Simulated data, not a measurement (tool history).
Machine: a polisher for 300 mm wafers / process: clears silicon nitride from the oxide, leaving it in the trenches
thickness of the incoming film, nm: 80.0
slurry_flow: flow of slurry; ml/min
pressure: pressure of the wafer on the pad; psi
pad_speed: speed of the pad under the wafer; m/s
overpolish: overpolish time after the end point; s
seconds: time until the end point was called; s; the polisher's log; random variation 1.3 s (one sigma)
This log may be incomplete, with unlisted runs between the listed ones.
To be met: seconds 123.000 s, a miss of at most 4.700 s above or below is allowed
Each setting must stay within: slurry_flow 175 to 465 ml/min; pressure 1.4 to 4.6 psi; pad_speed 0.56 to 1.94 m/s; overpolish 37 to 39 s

run,hour,slurry_flow,pressure,pad_speed,overpolish,seconds
1,0.0,295,3.0,1.24,37,62.563
2,5.8,295,2.5,1.18,37,77.467
3,12.5,295,2.5,1.18,37,77.635
4,14.0,360,2.5,1.18,37,77.121
5,16.2,360,2.5,1.18,39,77.486
6,21.3,300,2.5,1.18,39,77.242
7,21.9,300,2.1,1.12,39,96.795
8,25.8,300,1.9,1.12,39,108.750

Below are 5 possible settings for the next run. Only one of them brings all results inside the allowed miss of their targets. Which is it?
A,29.7,270,1.8,0.96,37,?
B,29.7,350,2.5,0.98,39,?
C,29.7,245,2.6,0.72,37,?
D,29.7,220,2.4,1.12,39,?
E,29.7,290,2.0,1.32,37,?

move,seconds
A,130.880
B,92.127
C,121.920
D,86.880
E,86.587
A: pushes the last run's worst result past its target
B: its largest miss is bigger than the last run's
C: meets every target
D: its largest miss is bigger than the last run's
E: its largest miss is bigger than the last run's
Go with C: it meets all targets.
